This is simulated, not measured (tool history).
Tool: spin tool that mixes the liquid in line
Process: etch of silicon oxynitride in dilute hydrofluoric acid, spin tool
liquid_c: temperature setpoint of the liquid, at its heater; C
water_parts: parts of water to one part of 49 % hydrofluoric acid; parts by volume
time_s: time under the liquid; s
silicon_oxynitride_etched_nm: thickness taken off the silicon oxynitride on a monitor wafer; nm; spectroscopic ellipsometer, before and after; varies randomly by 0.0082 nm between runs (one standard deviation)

run	hour	liquid_c	water_parts	time_s	silicon_oxynitride_etched_nm
1	0.0	20.0	115	90	1.4215
2	3.7	19.0	120	90	1.3086
3	8.0	18.5	125	90	1.2441
4	16.3	18.5	125	90	1.2331
5	16.9	22.0	125	90	1.4805
6	17.4	25.5	125	90	1.7007
7	22.3	23.0	130	90	1.4652

Predict the results of run 8:
8	23.5	21.0	130	90	?

For run 8 the tool returned silicon_oxynitride_etched_nm 1.3388 nm.

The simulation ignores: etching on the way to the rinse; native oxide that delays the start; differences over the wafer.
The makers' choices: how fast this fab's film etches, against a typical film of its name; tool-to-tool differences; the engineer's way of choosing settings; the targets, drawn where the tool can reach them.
